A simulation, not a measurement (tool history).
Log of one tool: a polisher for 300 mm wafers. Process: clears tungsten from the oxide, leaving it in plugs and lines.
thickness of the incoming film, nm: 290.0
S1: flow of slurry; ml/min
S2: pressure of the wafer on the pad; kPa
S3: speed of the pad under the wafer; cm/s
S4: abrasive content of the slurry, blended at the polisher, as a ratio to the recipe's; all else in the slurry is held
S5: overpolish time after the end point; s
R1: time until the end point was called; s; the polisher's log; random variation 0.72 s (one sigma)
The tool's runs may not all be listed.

run  hour   S1    S2   S3   S4  S5      R1
  1   0.0  200  22.8  124  1.0  26  61.527
  2   1.5  200  24.8  126  1.0  26  57.377
  3   3.0  200  26.9  128  1.0  26  51.883
  4  10.9  200  28.3  130  1.0  26  50.086
  5  13.2  200  29.6  132  1.0  26  44.536
  6  21.2  170  29.6  132  1.0  26  47.184

The next listed run, before its measurement:
  7  22.3  175  30.3  132  1.0  26   ?

R1: 44.680 s

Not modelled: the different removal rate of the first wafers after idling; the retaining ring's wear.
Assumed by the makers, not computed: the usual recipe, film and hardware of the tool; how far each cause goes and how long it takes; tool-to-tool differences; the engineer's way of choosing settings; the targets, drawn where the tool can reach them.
